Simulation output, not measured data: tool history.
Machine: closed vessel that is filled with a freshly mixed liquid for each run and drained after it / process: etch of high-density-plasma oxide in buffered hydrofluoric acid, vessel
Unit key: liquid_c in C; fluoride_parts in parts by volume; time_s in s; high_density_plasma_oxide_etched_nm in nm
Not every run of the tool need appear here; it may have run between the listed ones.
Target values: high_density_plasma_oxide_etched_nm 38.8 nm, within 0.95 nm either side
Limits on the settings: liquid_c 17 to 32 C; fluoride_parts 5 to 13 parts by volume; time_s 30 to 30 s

| run | day | liquid_c | fluoride_parts | time_s | high_density_plasma_oxide_etched_nm |
|---|---|---|---|---|---|
| 1 | 0 | 24 | 8 | 30 | 49.911 |
| 2 | 0.083 | 23.5 | 8 | 30 | 47.881 |
| 3 | 0.221 | 23.5 | 8 | 30 | 48.147 |
| 4 | 0.517 | 25.5 | 8 | 30 | 53.65 |
| 5 | 0.592 | 24.5 | 8 | 30 | 50.895 |
| 6 | 0.629 | 27.5 | 8 | 30 | 59.51 |
| 7 | 0.729 | 26.5 | 8 | 30 | 56.474 |
| 8 | 0.912 | 25.5 | 8 | 30 | 53.671 |
| 9 | 1.242 | 24.5 | 8 | 30 | 50.62 |
| 10 | 1.592 | 20.5 | 8 | 30 | 41.087 |

Which of these 4 next moves meets every target?
| A | 1.942 | 20.5 | 7.5 | 30 | ? |
| B | 1.942 | 21 | 7.5 | 30 | ? |
| C | 1.942 | 22 | 9 | 30 | ? |
| D | 1.942 | 17.5 | 6.5 | 30 | ? |

| move | high_density_plasma_oxide_etched_nm |
|---|---|
| A | 43.519 |
| B | 44.747 |
| C | 38.814 |
| D | 42.234 |
A: misses by more than the last run did
B: misses by more than the last run did
C: every result within its allowed miss
D: misses by more than the last run did
Move C is the one to make.
